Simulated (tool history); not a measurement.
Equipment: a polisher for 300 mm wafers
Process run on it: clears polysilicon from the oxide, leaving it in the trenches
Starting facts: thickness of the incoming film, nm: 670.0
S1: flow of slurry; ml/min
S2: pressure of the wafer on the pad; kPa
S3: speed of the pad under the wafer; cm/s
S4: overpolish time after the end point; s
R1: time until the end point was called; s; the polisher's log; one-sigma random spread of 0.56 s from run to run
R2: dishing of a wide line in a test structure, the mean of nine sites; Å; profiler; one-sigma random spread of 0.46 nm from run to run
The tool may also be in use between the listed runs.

{"run": 1, "hour": 0.0, "S1": 245, "S2": 11.7, "S3": 122, "S4": 13, "R1": 75.03, "R2": 366.27}
{"run": 2, "hour": 5.3, "S1": 245, "S2": 11.7, "S3": 108, "S4": 13, "R1": 81.674, "R2": 349.6}
{"run": 3, "hour": 9.8, "S1": 270, "S2": 13.1, "S3": 98, "S4": 11, "R1": 78.623, "R2": 336.16}
{"run": 4, "hour": 11.7, "S1": 290, "S2": 14.5, "S3": 92, "S4": 10, "R1": 74.773, "R2": 333.89}
{"run": 5, "hour": 15.6, "S1": 350, "S2": 14.5, "S3": 92, "S4": 10, "R1": 74.605, "R2": 327.6}
{"run": 6, "hour": 16.6, "S1": 300, "S2": 14.5, "S3": 92, "S4": 10, "R1": 73.716, "R2": 333.12}
{"run": 7, "hour": 23.2, "S1": 315, "S2": 15.2, "S3": 90, "S4": 9, "R1": 72.362, "R2": 323.55}
{"run": 8, "hour": 26.4, "S1": 330, "S2": 15.9, "S3": 90, "S4": 8, "R1": 68.605, "R2": 326.96}
{"run": 9, "hour": 28.1, "S1": 340, "S2": 16.5, "S3": 88, "S4": 7, "R1": 67.248, "R2": 311.27}
{"run": 10, "hour": 36.3, "S1": 350, "S2": 17.2, "S3": 88, "S4": 6, "R1": 62.85, "R2": 300.69}
{"run": 11, "hour": 40.0, "S1": 355, "S2": 17.2, "S3": 88, "S4": 6, "R1": 64.312, "R2": 294.65}
{"run": 12, "hour": 46.7, "S1": 360, "S2": 17.2, "S3": 88, "S4": 6, "R1": 63.752, "R2": 292.11}
{"run": 13, "hour": 48.1, "S1": 365, "S2": 17.2, "S3": 88, "S4": 6, "R1": 64.484, "R2": 293.25}
{"run": 14, "hour": 55.1, "S1": 370, "S2": 17.2, "S3": 88, "S4": 6, "R1": 63.099, "R2": 296.05}

What will run 15 give?
{"run": 15, "hour": 56.9, "S1": 375, "S2": 17.9, "S3": 88, "S4": 5, "R1": "?", "R2": "?"}

R1: 61.248 s
R2: 267.16 Å
